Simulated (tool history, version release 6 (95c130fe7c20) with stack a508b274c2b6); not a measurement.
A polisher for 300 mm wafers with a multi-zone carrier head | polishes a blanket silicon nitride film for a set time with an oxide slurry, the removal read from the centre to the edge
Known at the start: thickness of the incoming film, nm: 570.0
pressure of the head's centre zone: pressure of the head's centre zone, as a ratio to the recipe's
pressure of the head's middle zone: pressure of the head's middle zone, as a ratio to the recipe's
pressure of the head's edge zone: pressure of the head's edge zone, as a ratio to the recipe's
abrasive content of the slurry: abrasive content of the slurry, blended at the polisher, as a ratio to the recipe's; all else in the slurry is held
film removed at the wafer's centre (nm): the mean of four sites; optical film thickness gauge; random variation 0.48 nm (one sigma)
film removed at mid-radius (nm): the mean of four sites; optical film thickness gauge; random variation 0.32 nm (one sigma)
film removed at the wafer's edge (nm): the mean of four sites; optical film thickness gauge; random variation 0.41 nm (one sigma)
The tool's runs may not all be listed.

run,hour,flow of slurry (ml/min),pressure of the head's centre zone,pressure of the head's middle zone,pressure of the head's edge zone,abrasive content of the slurry,polishing time (s),film removed at the wafer's centre (nm),film removed at mid-radius (nm),film removed at the wafer's edge (nm)
1,0.0,155,1.00,1.00,1.00,1.00,60,35.447,35.268,35.127
2,7.0,155,1.00,1.00,0.93,1.00,60,35.349,35.830,33.975
3,9.1,155,1.00,1.00,0.93,1.00,75,45.066,44.087,41.912
4,10.6,160,1.00,0.99,0.96,1.00,75,44.540,44.447,43.289
5,16.9,160,1.00,0.99,0.91,1.00,75,44.406,44.334,42.186
6,20.1,125,1.00,0.99,0.91,1.00,75,42.254,42.188,41.090
7,27.9,130,1.00,0.98,0.94,1.00,75,44.046,42.356,42.096
8,34.3,140,0.99,0.97,0.97,1.00,75,43.998,42.545,42.094
9,41.2,135,0.98,0.95,1.00,1.05,75,43.931,42.763,43.915
10,47.9,140,0.98,0.94,1.03,1.10,75,45.854,44.801,46.239
11,54.5,140,0.98,0.92,1.05,1.10,75,45.046,43.225,46.871
12,55.3,145,0.99,0.92,1.07,1.10,75,46.866,43.018,47.328
13,63.1,150,0.99,0.92,1.09,1.10,75,47.087,44.105,48.714
14,65.7,155,0.99,0.92,1.10,1.10,75,46.457,44.192,48.628
15,73.3,160,0.99,0.92,1.11,1.10,75,47.013,44.514,49.082
16,79.0,165,0.99,0.91,1.12,1.10,75,48.140,44.541,49.895
17,86.2,165,0.99,0.91,1.13,1.10,75,47.415,44.022,49.576

Run 18 comes next. What will it give?
18,93.5,170,0.99,0.91,1.14,1.10,75,?,?,?

{"run 18": {"film removed at the wafer's centre (nm)": 48.827, "film removed at mid-radius (nm)": 44.455, "film removed at the wafer's edge (nm)": 50.847}}
